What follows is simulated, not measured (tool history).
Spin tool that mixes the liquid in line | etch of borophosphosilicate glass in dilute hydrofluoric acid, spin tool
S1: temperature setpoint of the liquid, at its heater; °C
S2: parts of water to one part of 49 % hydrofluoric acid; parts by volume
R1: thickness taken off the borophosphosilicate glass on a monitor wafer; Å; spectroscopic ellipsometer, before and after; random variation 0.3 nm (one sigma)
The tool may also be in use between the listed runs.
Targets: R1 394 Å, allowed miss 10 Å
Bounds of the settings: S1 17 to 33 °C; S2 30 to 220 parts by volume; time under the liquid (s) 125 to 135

Run 1, hour 0: S1 25 °C, S2 125 parts by volume, time under the liquid (s) 125. Result: R1 671.66 Å.
Run 2, hour 6.6: S1 23 °C, S2 125 parts by volume, time under the liquid (s) 125. Result: R1 631.68 Å.
Run 3, hour 10.8: S1 21.5 °C, S2 135 parts by volume, time under the liquid (s) 125. Result: R1 540.25 Å.
Run 4, hour 13.3: S1 20 °C, S2 135 parts by volume, time under the liquid (s) 125. Result: R1 507.5 Å.
Run 5, hour 18.4: S1 19 °C, S2 140 parts by volume, time under the liquid (s) 125. Result: R1 468.65 Å.
Run 6, hour 22.4: S1 19 °C, S2 100 parts by volume, time under the liquid (s) 125. Result: R1 674.33 Å.
Run 7, hour 23.8: S1 18.5 °C, S2 115 parts by volume, time under the liquid (s) 125. Result: R1 567.17 Å.
Run 8, hour 31.2: S1 18 °C, S2 125 parts by volume, time under the liquid (s) 125. Result: R1 515.32 Å.
At hour 34.7: hydrofluoric acid flow meter replaced.
Run 9, hour 34.7: S1 17.5 °C, S2 135 parts by volume, time under the liquid (s) 125. Result: R1 438.18 Å.

5 next moves are on the table. One of them brings every result within its allowed miss. Which?
Run A, hour 38.2: S1 17 °C, S2 150 parts by volume, time under the liquid (s) 125. Result: R1 ?.
Run B, hour 38.2: S1 18.5 °C, S2 160 parts by volume, time under the liquid (s) 125. Result: R1 ?.
Run C, hour 38.2: S1 17 °C, S2 145 parts by volume, time under the liquid (s) 125. Result: R1 ?.
Run D, hour 38.2: S1 17.5 °C, S2 155 parts by volume, time under the liquid (s) 125. Result: R1 ?.
Run E, hour 38.2: S1 17.5 °C, S2 160 parts by volume, time under the liquid (s) 130. Result: R1 ?.

move      R1
   A  377.78
   B  372.72
   C  392.71
   D  371.32
   E  372.29
A: takes the result that was furthest off past its target
B: takes the result that was furthest off past its target
C: meets every target
D: takes the result that was furthest off past its target
E: takes the result that was furthest off past its target
Move C is the one to make.
